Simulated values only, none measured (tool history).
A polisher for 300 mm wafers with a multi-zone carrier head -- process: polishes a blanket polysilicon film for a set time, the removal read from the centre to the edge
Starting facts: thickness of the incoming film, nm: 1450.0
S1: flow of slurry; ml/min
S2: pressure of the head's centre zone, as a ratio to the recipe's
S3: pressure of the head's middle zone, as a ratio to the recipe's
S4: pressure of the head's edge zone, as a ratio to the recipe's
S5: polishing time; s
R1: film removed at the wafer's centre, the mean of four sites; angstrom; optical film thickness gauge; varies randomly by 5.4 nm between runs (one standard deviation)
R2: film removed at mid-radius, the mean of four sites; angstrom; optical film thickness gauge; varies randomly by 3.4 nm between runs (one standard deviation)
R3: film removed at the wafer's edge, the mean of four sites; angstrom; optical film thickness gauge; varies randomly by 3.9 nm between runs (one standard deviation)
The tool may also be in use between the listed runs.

run,day,S1,S2,S3,S4,S5,R1,R2,R3
1,0,240,1,1,1,49,5766.8,5827.2,5754.8
2,0.329,240,1,1,1,56,6690.2,6648.3,6462
3,0.642,240,1,1,1,47,5597.9,5589.6,5517.4
4,0.679,240,1,1,1.07,47,5680.2,5560.6,5646.8
5,0.788,235,0.99,1,1.04,44,5214.4,5248.7,5324.1
6,0.904,235,0.99,1.07,1.04,44,5210.8,5496.9,5215.4
7,0.925,230,0.98,1.06,1.02,42,4973,5258.6,4975.3
8,1.138,225,0.96,1.05,1,41,4635.2,5059.9,4736.8
9,1.292,215,0.95,1.03,0.98,41,4539.6,4895,4696.6

What does the tool deliver on the next run?
10,1.35,205,0.94,1.02,0.96,41,?,?,?

Run 10 yielded R1 4418.1 angstrom, R2 4888.1 angstrom, R3 4662.1 angstrom.

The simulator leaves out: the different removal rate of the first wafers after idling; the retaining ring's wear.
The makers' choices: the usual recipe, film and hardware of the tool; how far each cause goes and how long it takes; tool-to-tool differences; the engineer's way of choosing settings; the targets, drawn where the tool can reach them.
